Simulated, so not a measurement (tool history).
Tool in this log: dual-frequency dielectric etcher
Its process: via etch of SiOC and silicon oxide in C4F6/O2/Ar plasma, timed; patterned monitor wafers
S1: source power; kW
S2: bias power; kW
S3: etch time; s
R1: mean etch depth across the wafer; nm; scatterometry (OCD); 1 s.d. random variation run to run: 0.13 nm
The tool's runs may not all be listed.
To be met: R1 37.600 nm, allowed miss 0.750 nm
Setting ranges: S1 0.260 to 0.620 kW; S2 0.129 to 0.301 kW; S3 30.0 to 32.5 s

{"run": 1, "day": 0.0, "S1": 0.44, "S2": 0.215, "S3": 32.5, "R1": 44.372}
{"run": 2, "day": 0.212, "S1": 0.44, "S2": 0.215, "S3": 30.0, "R1": 41.055}
{"run": 3, "day": 0.433, "S1": 0.4, "S2": 0.215, "S3": 30.0, "R1": 40.062}
{"run": 4, "day": 0.779, "S1": 0.38, "S2": 0.213, "S3": 30.0, "R1": 39.272}
{"run": 5, "day": 1.108, "S1": 0.38, "S2": 0.213, "S3": 32.5, "R1": 42.817}
{"run": 6, "day": 1.258, "S1": 0.33, "S2": 0.213, "S3": 32.5, "R1": 41.305}
{"run": 7, "day": 1.442, "S1": 0.32, "S2": 0.2, "S3": 32.5, "R1": 40.171}
{"run": 8, "day": 1.567, "S1": 0.31, "S2": 0.192, "S3": 32.5, "R1": 39.606}
{"run": 9, "day": 1.933, "S1": 0.3, "S2": 0.185, "S3": 32.5, "R1": 38.887}

Which one of the following 5 next-run settings gets every result inside its allowed miss? There is exactly one.
{"run": "A", "day": 2.3, "S1": 0.32, "S2": 0.172, "S3": 32.0, "R1": "?"}
{"run": "B", "day": 2.3, "S1": 0.3, "S2": 0.188, "S3": 32.5, "R1": "?"}
{"run": "C", "day": 2.3, "S1": 0.32, "S2": 0.197, "S3": 32.5, "R1": "?"}
{"run": "D", "day": 2.3, "S1": 0.3, "S2": 0.2, "S3": 32.5, "R1": "?"}
{"run": "E", "day": 2.3, "S1": 0.29, "S2": 0.236, "S3": 30.5, "R1": "?"}

move=A R1=37.815
move=B R1=39.091
move=C R1=40.262
move=D R1=39.950
move=E R1=39.509
A: all results in spec
B: moves away from the targets compared with the last run
C: moves away from the targets compared with the last run
D: moves away from the targets compared with the last run
E: moves away from the targets compared with the last run
The move that meets every target is A.

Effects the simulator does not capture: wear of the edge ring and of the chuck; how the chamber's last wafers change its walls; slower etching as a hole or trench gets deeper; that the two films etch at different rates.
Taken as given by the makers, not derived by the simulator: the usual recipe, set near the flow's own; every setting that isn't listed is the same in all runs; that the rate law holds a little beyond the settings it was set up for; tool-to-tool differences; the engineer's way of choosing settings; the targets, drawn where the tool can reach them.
